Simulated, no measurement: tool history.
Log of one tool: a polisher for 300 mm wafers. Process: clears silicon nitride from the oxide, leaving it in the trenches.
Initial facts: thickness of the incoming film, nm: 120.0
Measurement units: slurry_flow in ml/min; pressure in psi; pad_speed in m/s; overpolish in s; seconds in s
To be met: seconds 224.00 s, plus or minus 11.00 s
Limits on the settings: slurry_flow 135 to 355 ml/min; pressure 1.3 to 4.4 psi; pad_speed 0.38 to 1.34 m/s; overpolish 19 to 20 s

run 1 hour=0.0 | slurry_flow=225 pressure=2.8 pad_speed=0.86 overpolish=19 | seconds=159.38
run 2 hour=2.2 | slurry_flow=225 pressure=2.7 pad_speed=0.86 overpolish=19 | seconds=166.71
run 3 hour=11.0 | slurry_flow=280 pressure=2.7 pad_speed=0.86 overpolish=19 | seconds=160.22
run 4 hour=17.0 | slurry_flow=280 pressure=2.6 pad_speed=0.86 overpolish=19 | seconds=170.60
run 5 hour=20.4 | slurry_flow=280 pressure=2.5 pad_speed=0.86 overpolish=19 | seconds=173.47
run 6 hour=22.1 | slurry_flow=235 pressure=2.5 pad_speed=0.86 overpolish=19 | seconds=179.17
run 7 hour=22.9 | slurry_flow=235 pressure=2.4 pad_speed=0.86 overpolish=19 | seconds=184.26
run 8 hour=27.8 | slurry_flow=235 pressure=2.3 pad_speed=0.86 overpolish=19 | seconds=193.89

Exactly one of the 5 candidate moves below puts every result within its allowed miss. Which one?
run A hour=32.7 | slurry_flow=255 pressure=2.3 pad_speed=0.84 overpolish=19 | seconds=?
run B hour=32.7 | slurry_flow=210 pressure=2.1 pad_speed=0.80 overpolish=19 | seconds=?
run C hour=32.7 | slurry_flow=250 pressure=2.2 pad_speed=0.88 overpolish=20 | seconds=?
run D hour=32.7 | slurry_flow=300 pressure=1.7 pad_speed=1.08 overpolish=20 | seconds=?
run E hour=32.7 | slurry_flow=260 pressure=2.5 pad_speed=0.74 overpolish=20 | seconds=?

move=A seconds=197.09
move=B seconds=229.38
move=C seconds=198.45
move=D seconds=209.91
move=E seconds=201.00
A: an improvement on the last run, though not all results are within tolerance
B: meets every target
C: an improvement on the last run, though not all results are within tolerance
D: an improvement on the last run, though not all results are within tolerance
E: an improvement on the last run, though not all results are within tolerance
The right move is B.
